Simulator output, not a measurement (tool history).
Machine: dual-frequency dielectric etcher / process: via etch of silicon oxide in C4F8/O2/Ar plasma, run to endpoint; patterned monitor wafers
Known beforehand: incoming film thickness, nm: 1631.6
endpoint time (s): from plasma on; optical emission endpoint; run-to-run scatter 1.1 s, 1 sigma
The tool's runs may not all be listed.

run	hour	source power (kW)	bias power (kW)	endpoint time (s)
1	0	2.03	2.207	304.34
2	3.1	2.03	2.491	297.45
3	6.6	2.03	2.805	288.21
4	11.3	1.85	2.805	297.64
5	15.8	1.85	3.09	290.96
6	18	1.7	3.015	302.52
7	19.9	1.59	2.976	308.85
8	27.7	1.5	2.928	317.69
9	34.6	1.44	2.909	323.2
10	42.5	1.4	2.897	326.61

What will run 11 give?
11	51	1.37	2.888	?

{"run 11": {"endpoint time (s)": 328.47}}

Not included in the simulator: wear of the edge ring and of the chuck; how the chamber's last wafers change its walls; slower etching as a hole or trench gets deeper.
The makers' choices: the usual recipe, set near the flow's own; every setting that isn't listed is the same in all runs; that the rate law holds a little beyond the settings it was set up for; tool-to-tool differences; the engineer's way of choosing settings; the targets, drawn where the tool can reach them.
